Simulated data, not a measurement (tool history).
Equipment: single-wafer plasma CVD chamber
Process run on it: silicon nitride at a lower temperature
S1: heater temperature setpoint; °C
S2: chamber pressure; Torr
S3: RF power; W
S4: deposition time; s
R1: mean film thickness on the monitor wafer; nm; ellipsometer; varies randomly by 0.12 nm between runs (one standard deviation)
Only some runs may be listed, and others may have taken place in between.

run,hour,S1,S2,S3,S4,R1
1,0.0,345,1.88,390,22.9,30.644
2,7.2,345,1.79,385,22.9,30.067
3,14.3,345,1.79,385,23.7,30.969
4,15.3,345,1.71,380,23.7,30.399
5,18.8,345,1.71,380,22.9,29.138
6,22.0,345,1.71,380,23.7,30.101
7,25.4,345,1.64,375,23.7,29.825
8,26.8,345,1.58,370,23.7,29.045
9,28.5,345,1.58,370,23.7,29.125

Run 10 comes next. What will it give?
10,30.9,345,1.54,370,23.7,?

{"run 10": {"R1": 28.879}}
